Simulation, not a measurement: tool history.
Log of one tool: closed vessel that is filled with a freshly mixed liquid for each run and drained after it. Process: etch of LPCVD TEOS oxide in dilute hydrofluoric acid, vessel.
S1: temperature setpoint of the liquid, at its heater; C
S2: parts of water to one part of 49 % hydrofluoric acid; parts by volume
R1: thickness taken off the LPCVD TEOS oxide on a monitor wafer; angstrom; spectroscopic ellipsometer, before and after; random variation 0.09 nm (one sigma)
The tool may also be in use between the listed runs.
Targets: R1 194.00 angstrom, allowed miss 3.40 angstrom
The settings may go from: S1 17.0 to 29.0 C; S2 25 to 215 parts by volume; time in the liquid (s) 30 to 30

{"run": 1, "hour": 0.0, "S1": 21.0, "S2": 120, "time in the liquid (s)": 30, "R1": 131.68}
{"run": 2, "hour": 4.4, "S1": 24.0, "S2": 120, "time in the liquid (s)": 30, "R1": 147.69}
{"run": 3, "hour": 8.0, "S1": 24.5, "S2": 120, "time in the liquid (s)": 30, "R1": 151.16}
{"run": 4, "hour": 9.8, "S1": 25.0, "S2": 120, "time in the liquid (s)": 30, "R1": 155.31}
{"run": 5, "hour": 14.2, "S1": 25.5, "S2": 120, "time in the liquid (s)": 30, "R1": 157.26}
{"run": 6, "hour": 15.8, "S1": 25.5, "S2": 120, "time in the liquid (s)": 30, "R1": 157.94}
{"run": 7, "hour": 20.7, "S1": 26.0, "S2": 120, "time in the liquid (s)": 30, "R1": 160.08}
{"run": 8, "hour": 24.0, "S1": 26.5, "S2": 120, "time in the liquid (s)": 30, "R1": 162.99}
{"run": 9, "hour": 25.5, "S1": 27.0, "S2": 120, "time in the liquid (s)": 30, "R1": 166.46}
{"run": 10, "hour": 29.6, "S1": 27.0, "S2": 120, "time in the liquid (s)": 30, "R1": 167.94}
{"run": 11, "hour": 30.7, "S1": 28.0, "S2": 115, "time in the liquid (s)": 30, "R1": 180.64}
{"run": 12, "hour": 35.0, "S1": 29.0, "S2": 110, "time in the liquid (s)": 30, "R1": 197.64}

5 next moves are on the table. One of them brings every result within its allowed miss. Which?
{"run": "A", "hour": 39.3, "S1": 24.0, "S2": 95, "time in the liquid (s)": 30, "R1": "?"}
{"run": "B", "hour": 39.3, "S1": 27.0, "S2": 110, "time in the liquid (s)": 30, "R1": "?"}
{"run": "C", "hour": 39.3, "S1": 27.5, "S2": 110, "time in the liquid (s)": 30, "R1": "?"}
{"run": "D", "hour": 39.3, "S1": 28.5, "S2": 105, "time in the liquid (s)": 30, "R1": "?"}
{"run": "E", "hour": 39.3, "S1": 25.5, "S2": 95, "time in the liquid (s)": 30, "R1": "?"}

move=A R1=193.93
move=B R1=184.73
move=C R1=188.28
move=D R1=206.25
move=E R1=205.76
A: meets every target
B: takes the result that was furthest off past its target
C: takes the result that was furthest off past its target
D: further off than the last run
E: further off than the last run
Answer: A

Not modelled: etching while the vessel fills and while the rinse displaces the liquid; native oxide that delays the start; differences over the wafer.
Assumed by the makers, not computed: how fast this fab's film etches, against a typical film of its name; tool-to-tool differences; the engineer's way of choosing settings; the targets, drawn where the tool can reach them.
